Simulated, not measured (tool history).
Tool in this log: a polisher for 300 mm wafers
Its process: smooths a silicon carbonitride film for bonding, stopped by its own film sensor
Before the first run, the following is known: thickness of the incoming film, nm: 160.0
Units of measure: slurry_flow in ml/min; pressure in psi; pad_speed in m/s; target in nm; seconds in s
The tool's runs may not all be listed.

Run 1, hour 0: slurry_flow 315 ml/min, pressure 1.6 psi, pad_speed 0.74 m/s, slurry_solids 1, target 140 nm. Result: seconds 159.46 s.
Run 2, hour 1.5: slurry_flow 315 ml/min, pressure 2 psi, pad_speed 0.74 m/s, slurry_solids 1, target 140 nm. Result: seconds 133.74 s.
Run 3, hour 4.9: slurry_flow 315 ml/min, pressure 1.7 psi, pad_speed 0.74 m/s, slurry_solids 1, target 140 nm. Result: seconds 150.16 s.
Run 4, hour 5.7: slurry_flow 315 ml/min, pressure 1.7 psi, pad_speed 0.88 m/s, slurry_solids 1, target 140 nm. Result: seconds 132.46 s.
Run 5, hour 11.9: slurry_flow 315 ml/min, pressure 1.7 psi, pad_speed 0.88 m/s, slurry_solids 1, target 139 nm. Result: seconds 139.1 s.
Run 6, hour 12.7: slurry_flow 315 ml/min, pressure 1.5 psi, pad_speed 0.88 m/s, slurry_solids 1, target 139 nm. Result: seconds 155.32 s.

Predict the results of run 7:
Run 7, hour 14.4: slurry_flow 315 ml/min, pressure 1.4 psi, pad_speed 0.88 m/s, slurry_solids 1, target 139 nm. Result: seconds ?.

{"run 7": {"seconds": 159.23}}
